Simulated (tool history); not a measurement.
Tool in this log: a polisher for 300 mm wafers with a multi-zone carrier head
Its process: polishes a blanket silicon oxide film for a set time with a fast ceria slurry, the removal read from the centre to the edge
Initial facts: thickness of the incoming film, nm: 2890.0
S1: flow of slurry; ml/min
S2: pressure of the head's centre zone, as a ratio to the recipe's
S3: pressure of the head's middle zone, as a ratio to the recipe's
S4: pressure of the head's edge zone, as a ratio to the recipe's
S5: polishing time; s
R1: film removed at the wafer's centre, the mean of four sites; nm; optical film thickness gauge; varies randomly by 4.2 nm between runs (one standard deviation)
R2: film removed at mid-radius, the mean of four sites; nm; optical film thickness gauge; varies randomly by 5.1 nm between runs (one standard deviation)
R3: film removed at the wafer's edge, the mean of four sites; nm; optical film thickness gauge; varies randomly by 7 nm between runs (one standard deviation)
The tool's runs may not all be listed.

run  hour   S1    S2    S3    S4  S5      R1      R2      R3
  1     0  275     1     1     1  43  1146.1  1170.3  1158.8
  2   6.9  270  0.99  0.98  0.98  40  1049.8  1067.6  1061.8
  3  13.7  265  0.98  0.96  0.96  38  991.68  984.21  991.06
  4  17.4  265  0.98  0.96  0.93  38  989.37  1015.3  969.35
  5  23.7  260  0.97  0.94  0.92  36  922.36  931.76   934.6
  6  27.3  260  0.97  0.93  0.91  34  865.62  869.52  872.74
  7  30.6  260  0.97  0.92   0.9  33  833.82   847.9  834.93

Forecast run 8:
  8    39  255  0.97  0.9  0.89  32   ?   ?   ?

For run 8 the tool returned R1 819.21 nm, R2 818.74 nm, R3 829.65 nm.

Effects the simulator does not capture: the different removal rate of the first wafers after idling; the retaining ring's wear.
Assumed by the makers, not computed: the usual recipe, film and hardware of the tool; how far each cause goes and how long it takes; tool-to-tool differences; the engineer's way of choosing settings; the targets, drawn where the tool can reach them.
